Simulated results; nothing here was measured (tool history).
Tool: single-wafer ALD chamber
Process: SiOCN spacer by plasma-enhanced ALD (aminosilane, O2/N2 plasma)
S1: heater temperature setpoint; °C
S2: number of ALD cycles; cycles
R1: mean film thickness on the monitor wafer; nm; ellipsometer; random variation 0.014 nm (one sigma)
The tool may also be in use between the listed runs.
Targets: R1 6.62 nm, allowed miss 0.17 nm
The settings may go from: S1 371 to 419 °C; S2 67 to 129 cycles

| run | hour | S1 | S2 | R1 |
|---|---|---|---|---|
| 1 | 0 | 395 | 98 | 5.8883 |
| 2 | 6.7 | 395 | 87 | 5.227 |
| 3 | 9.2 | 395 | 99 | 5.926 |
| 4 | 16.3 | 395 | 102 | 6.1384 |
| 5 | 19.9 | 386 | 102 | 6.1317 |
| 6 | 23.5 | 386 | 104 | 6.2495 |
| 7 | 30.4 | 386 | 106 | 6.3845 |
| 8 | 34.7 | 386 | 106 | 6.3752 |
| 9 | 41.8 | 386 | 106 | 6.3776 |
| 10 | 49.4 | 386 | 107 | 6.4546 |

Which of these 4 next moves meets every target?
| A | 57 | 386 | 104 | ? |
| B | 57 | 390 | 105 | ? |
| C | 57 | 384 | 105 | ? |
| D | 57 | 398 | 110 | ? |

| move | R1 |
|---|---|
| A | 6.2754 |
| B | 6.3357 |
| C | 6.3357 |
| D | 6.6374 |
A: further off than the last run
B: further off than the last run
C: further off than the last run
D: meets every target
Answer: D

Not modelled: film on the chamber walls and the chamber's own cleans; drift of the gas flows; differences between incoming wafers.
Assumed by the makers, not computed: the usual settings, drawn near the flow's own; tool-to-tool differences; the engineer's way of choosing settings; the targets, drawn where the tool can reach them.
